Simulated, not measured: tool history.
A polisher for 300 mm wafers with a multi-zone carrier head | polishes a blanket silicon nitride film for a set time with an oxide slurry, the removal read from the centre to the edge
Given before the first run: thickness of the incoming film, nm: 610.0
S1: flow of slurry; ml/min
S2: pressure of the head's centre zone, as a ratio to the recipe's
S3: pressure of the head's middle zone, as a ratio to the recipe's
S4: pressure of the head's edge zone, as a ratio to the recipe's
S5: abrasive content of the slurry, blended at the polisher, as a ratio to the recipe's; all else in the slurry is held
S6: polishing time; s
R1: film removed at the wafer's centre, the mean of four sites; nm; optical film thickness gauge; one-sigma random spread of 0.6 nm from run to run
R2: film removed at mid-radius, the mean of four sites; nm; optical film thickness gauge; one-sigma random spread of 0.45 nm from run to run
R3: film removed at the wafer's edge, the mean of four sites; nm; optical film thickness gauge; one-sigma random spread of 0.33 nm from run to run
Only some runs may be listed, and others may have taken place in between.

run	hour	S1	S2	S3	S4	S5	S6	R1	R2	R3
1	0	185	1	1	1	1	73	51.274	48.494	48.767
2	6.3	185	0.93	1	1	1	73	48.351	48.651	49.334
3	11.3	185	0.93	1	1.03	1	73	49.007	48.598	49.484
4	14.1	200	0.91	1.02	1.04	1	73	47.725	49.791	50.99
5	20.6	200	0.97	1.02	1.04	1	73	51.571	50.451	50.286
6	25.7	210	0.96	1.03	1.04	1	73	50.727	50.491	51.039
7	32	215	0.96	1.05	1.04	1	73	52.428	51.992	50.906
8	39.3	220	0.94	1.06	1.05	1	73	50.651	51.86	50.778
9	40.3	225	0.93	1.07	1.06	1	73	49.989	52.096	51.81
# hour 43.5: centre zone pressure recalibrated
10	43.5	225	0.93	1.07	1.06	1	73	45.768	51.931	51.459

What will run 11 give?
11	48.5	230	0.94	1.08	1.06	1	73	?	?	?

{"run 11": {"R1": 47.162, "R2": 53.344, "R3": 51.481}}
